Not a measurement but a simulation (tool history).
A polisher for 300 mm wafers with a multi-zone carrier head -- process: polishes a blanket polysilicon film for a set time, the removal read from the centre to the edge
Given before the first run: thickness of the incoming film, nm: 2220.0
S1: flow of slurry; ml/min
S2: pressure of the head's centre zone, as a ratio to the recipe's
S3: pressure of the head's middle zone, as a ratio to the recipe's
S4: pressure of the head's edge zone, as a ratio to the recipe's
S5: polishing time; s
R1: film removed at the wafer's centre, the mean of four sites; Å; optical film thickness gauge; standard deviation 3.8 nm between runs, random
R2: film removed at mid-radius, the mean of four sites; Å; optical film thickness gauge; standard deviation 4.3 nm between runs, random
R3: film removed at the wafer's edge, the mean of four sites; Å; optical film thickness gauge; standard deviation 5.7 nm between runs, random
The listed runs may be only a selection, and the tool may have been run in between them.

run  hour   S1    S2    S3    S4  S5      R1      R2      R3
  1     0  175     1     1     1  44  3164.9  3289.1  3003.9
  2   7.7  175     1  0.96     1  44  3259.3  3093.6  3074.1
  3   8.6  175     1  0.93     1  44  3196.2  3108.3  3103.4
  4   9.6  180  1.01  0.93  1.01  45  3351.6  3081.9  3133.5
  5  11.8  180  1.01  0.96  1.01  45  3310.2    3212  3216.1
  6  14.9  180  0.97  0.96  1.01  45  3194.1    3233    3237
  7  20.4  185  0.98  0.97  1.02  46  3290.3  3299.4  3263.5

Run 8 has not been measured yet. What should we expect?
  8  29.1  185  0.99  0.97  1.03  47   ?   ?   ?

Logged for run 8: R1 3414 Å, R2 3489.2 Å, R3 3277.2 Å.
